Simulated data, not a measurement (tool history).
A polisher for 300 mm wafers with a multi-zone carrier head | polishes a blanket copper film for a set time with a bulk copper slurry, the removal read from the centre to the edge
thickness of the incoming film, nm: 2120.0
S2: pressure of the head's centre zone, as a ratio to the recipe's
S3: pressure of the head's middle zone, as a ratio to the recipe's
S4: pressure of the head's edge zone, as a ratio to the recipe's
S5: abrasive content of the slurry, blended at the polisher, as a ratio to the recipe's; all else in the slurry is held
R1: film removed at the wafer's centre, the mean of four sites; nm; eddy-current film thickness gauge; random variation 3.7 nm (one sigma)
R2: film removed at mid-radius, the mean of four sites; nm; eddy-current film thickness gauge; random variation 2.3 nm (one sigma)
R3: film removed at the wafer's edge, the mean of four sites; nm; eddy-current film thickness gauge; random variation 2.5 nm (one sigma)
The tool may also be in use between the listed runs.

run 1 hour=0 | flow_of_slurry_(ml/min)=145 S2=1 S3=1 S4=1 S5=1 polishing_time_(s)=44 | R1=426.31 R2=418.03 R3=399.7
run 2 hour=6.5 | flow_of_slurry_(ml/min)=140 S2=1 S3=0.98 S4=0.97 S5=0.9 polishing_time_(s)=41 | R1=387.67 R2=366.75 R3=358.46
run 3 hour=15.1 | flow_of_slurry_(ml/min)=140 S2=1 S3=0.98 S4=0.94 S5=0.8 polishing_time_(s)=39 | R1=360.67 R2=337.66 R3=334.6
run 4 hour=20.1 | flow_of_slurry_(ml/min)=140 S2=1.01 S3=0.99 S4=0.92 S5=0.75 polishing_time_(s)=37 | R1=343.54 R2=317.83 R3=306.33
run 5 hour=22.7 | flow_of_slurry_(ml/min)=140 S2=1.01 S3=0.99 S4=0.92 S5=0.75 polishing_time_(s)=42 | R1=391.94 R2=362.79 R3=352.18
run 6 hour=24.2 | flow_of_slurry_(ml/min)=140 S2=1.01 S3=0.99 S4=0.9 S5=0.7 polishing_time_(s)=39 | R1=351.41 R2=334.95 R3=310.05
-- hour=25.2 centre zone pressure recalibrated
run 7 hour=25.2 | flow_of_slurry_(ml/min)=135 S2=1.01 S3=0.97 S4=0.88 S5=0.65 polishing_time_(s)=38 | R1=312.36 R2=316.17 R3=298.52
run 8 hour=28.6 | flow_of_slurry_(ml/min)=140 S2=1.04 S3=0.95 S4=0.87 S5=0.6 polishing_time_(s)=36 | R1=305.66 R2=293.48 R3=275.15

Forecast run 9:
run 9 hour=31.8 | flow_of_slurry_(ml/min)=135 S2=1.07 S3=0.92 S4=0.86 S5=0.6 polishing_time_(s)=36 | R1=? R2=? R3=?

{"run 9": {"R1": 312.91, "R2": 286.2, "R3": 270.04}}
